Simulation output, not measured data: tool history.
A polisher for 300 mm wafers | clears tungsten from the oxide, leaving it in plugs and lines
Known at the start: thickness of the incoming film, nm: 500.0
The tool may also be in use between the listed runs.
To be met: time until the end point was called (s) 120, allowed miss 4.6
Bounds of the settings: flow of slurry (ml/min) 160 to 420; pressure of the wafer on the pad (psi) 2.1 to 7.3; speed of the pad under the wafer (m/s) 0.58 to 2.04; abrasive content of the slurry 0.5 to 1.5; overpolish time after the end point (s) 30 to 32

run,day,flow of slurry (ml/min),pressure of the wafer on the pad (psi),speed of the pad under the wafer (m/s),abrasive content of the slurry,overpolish time after the end point (s),time until the end point was called (s)
1,0,270,4.7,1.3,1,30,87.351
2,0.171,300,4.7,1.3,1,30,86.622
3,0.371,300,4.5,1.3,1,30,90.711
4,0.471,240,4.5,1.3,1,30,92.454
5,0.771,240,4.5,1.48,1,30,81.493
6,0.925,240,4.5,1.48,1,32,81.554
7,1.129,240,4.3,1.48,1,32,85.842
8,1.25,240,4.1,1.48,1,32,88.339
9,1.321,240,3.9,1.48,1,32,93.694
10,1.35,240,3.8,1.48,1,32,95.814
11,1.688,240,3.7,1.48,1,32,96.266
12,1.992,240,3.6,1.48,1,32,97.494
13,2.283,240,3.5,1.48,1,32,99.449
14,2.329,240,2.5,1.46,1,32,132.45
15,2.558,240,2.6,1.46,1,32,130.48

Which of these 4 next moves meets every target?
A,2.788,205,2.4,1.44,1.05,32,?
B,2.788,225,2.6,1.6,1,30,?
C,2.788,255,3.7,1.3,0.95,32,?
D,2.788,310,3.5,1.26,1.15,30,?

move,time until the end point was called (s)
A,142.52
B,120.33
C,110.17
D,113.4
A: further off than the last run
B: meets every target
C: takes the result that was furthest off past its target
D: takes the result that was furthest off past its target
Move B is the one to make.

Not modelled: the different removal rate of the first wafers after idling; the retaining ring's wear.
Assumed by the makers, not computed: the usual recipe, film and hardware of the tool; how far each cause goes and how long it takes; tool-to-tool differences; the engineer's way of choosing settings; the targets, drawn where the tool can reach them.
